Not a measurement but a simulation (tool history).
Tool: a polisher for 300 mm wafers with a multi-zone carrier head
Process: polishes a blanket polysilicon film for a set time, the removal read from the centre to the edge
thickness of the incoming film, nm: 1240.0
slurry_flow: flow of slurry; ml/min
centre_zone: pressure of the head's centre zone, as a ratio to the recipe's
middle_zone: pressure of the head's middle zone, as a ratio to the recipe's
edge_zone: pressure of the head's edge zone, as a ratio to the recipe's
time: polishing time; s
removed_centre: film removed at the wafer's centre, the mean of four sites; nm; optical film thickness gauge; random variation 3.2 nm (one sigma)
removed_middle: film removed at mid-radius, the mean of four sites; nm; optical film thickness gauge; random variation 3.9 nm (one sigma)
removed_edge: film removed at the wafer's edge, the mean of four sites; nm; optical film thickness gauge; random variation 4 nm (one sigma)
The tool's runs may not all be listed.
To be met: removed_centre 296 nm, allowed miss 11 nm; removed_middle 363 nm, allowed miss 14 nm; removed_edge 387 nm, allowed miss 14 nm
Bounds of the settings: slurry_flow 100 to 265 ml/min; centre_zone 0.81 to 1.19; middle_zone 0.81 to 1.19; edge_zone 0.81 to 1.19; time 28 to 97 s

run	hour	slurry_flow	centre_zone	middle_zone	edge_zone	time	removed_centre	removed_middle	removed_edge
1	0	170	1	1	1	62	504.79	497.31	522.39
2	0.7	150	1	1	1	62	493.2	493.62	517.17
3	6.8	150	0.96	1	1	62	473.61	486.78	497.05
4	11.3	150	0.96	1	1	46	355.23	363.53	377.92
5	13.2	145	0.93	1	1.03	46	340.88	362.41	376.76
6	18.8	145	0.88	1	1.03	46	329.21	362.01	381.17
7	19.7	140	0.87	1.01	1.05	46	313.57	359.45	373.1
8	25.8	140	0.86	1.01	1.06	46	312.15	364.47	378.92
9	26.6	125	0.81	1	1.1	46	283.48	345.08	373.16

Which of these 5 next moves meets every target?
A	27.4	110	0.81	1.14	1	50	?	?	?
B	27.4	140	0.96	1.19	1.04	44	?	?	?
C	27.4	115	0.82	1.02	1.09	49	?	?	?
D	27.4	125	0.88	1.09	1.04	48	?	?	?
E	27.4	140	0.86	1	1.07	47	?	?	?

move	removed_centre	removed_middle	removed_edge
A	294.62	410.03	383.92
B	329	399.43	357.23
C	296.47	370.36	389.81
D	319.4	392.91	382.52
E	315.71	367.86	385.69
A: takes the result that was furthest off past its target
B: takes the result that was furthest off past its target
C: meets every target
D: takes the result that was furthest off past its target
E: brings the result that was furthest off to its target, and leaves another outside
The right move is C.

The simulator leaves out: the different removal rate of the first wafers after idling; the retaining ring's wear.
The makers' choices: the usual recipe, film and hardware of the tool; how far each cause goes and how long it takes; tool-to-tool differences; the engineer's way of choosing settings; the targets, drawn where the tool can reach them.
